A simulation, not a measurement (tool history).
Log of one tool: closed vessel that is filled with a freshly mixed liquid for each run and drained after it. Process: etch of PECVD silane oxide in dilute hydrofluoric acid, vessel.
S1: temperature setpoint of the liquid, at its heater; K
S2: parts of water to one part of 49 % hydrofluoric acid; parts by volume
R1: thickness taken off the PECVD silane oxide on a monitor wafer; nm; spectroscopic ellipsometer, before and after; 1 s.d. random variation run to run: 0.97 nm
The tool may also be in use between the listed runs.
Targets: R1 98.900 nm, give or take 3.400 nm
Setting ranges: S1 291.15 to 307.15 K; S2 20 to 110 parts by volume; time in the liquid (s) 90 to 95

{"run": 1, "hour": 0.0, "S1": 299.15, "S2": 60, "time in the liquid (s)": 90, "R1": 55.761}
{"run": 2, "hour": 6.5, "S1": 299.15, "S2": 70, "time in the liquid (s)": 90, "R1": 47.006}
{"run": 3, "hour": 13.9, "S1": 299.15, "S2": 55, "time in the liquid (s)": 90, "R1": 60.961}
{"run": 4, "hour": 16.0, "S1": 299.15, "S2": 55, "time in the liquid (s)": 90, "R1": 61.471}
{"run": 5, "hour": 20.3, "S1": 299.15, "S2": 70, "time in the liquid (s)": 90, "R1": 46.953}
{"run": 6, "hour": 25.0, "S1": 300.15, "S2": 65, "time in the liquid (s)": 90, "R1": 52.06}
{"run": 7, "hour": 26.4, "S1": 301.15, "S2": 60, "time in the liquid (s)": 90, "R1": 60.294}
{"run": 8, "hour": 32.2, "S1": 302.15, "S2": 55, "time in the liquid (s)": 90, "R1": 70.59}
{"run": 9, "hour": 33.2, "S1": 303.15, "S2": 55, "time in the liquid (s)": 90, "R1": 71.519}

Next run, 4 choices. One meets every target within its allowed miss, the rest don't. Which?
{"run": "A", "hour": 34.2, "S1": 293.65, "S2": 35, "time in the liquid (s)": 95, "R1": "?"}
{"run": "B", "hour": 34.2, "S1": 301.65, "S2": 55, "time in the liquid (s)": 90, "R1": "?"}
{"run": "C", "hour": 34.2, "S1": 307.15, "S2": 50, "time in the liquid (s)": 95, "R1": "?"}
{"run": "D", "hour": 34.2, "S1": 303.15, "S2": 35, "time in the liquid (s)": 95, "R1": "?"}

move=A R1=82.911
move=B R1=67.625
move=C R1=97.946
move=D R1=122.720
A: closes in on the targets versus the last run, not all within tolerance yet
B: misses by more than the last run did
C: hits every target within its allowed miss
D: moves the result that the last run missed by most past its target, out the other side
So the answer is move C, the one that meets all the targets.
